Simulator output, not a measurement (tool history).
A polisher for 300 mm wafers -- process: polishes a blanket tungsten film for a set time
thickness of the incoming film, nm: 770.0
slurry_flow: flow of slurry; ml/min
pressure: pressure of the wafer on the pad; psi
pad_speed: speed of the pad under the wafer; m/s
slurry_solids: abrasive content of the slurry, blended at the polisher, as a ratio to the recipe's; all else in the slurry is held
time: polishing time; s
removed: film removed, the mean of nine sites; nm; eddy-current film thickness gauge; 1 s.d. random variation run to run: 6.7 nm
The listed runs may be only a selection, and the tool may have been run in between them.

run	hour	slurry_flow	pressure	pad_speed	slurry_solids	time	removed
1	0	130	4.6	1.16	1	59	325.14
2	5.1	110	4.6	1.16	1	59	312.84
3	9.5	115	4.8	1.16	1	59	331.52
4	11.6	100	4.8	1.16	1	59	316.95
5	20	100	5.4	1.16	1	59	362.43
6	20.9	105	5.5	1.16	1	59	378.85
7	29.2	110	5.6	1.16	1	59	380.25
8	33.1	110	5.8	1.16	1	59	398.29

Predict the results of run 9:
9	35.8	115	5.9	1.16	1	59	?

removed: 408.46 nm
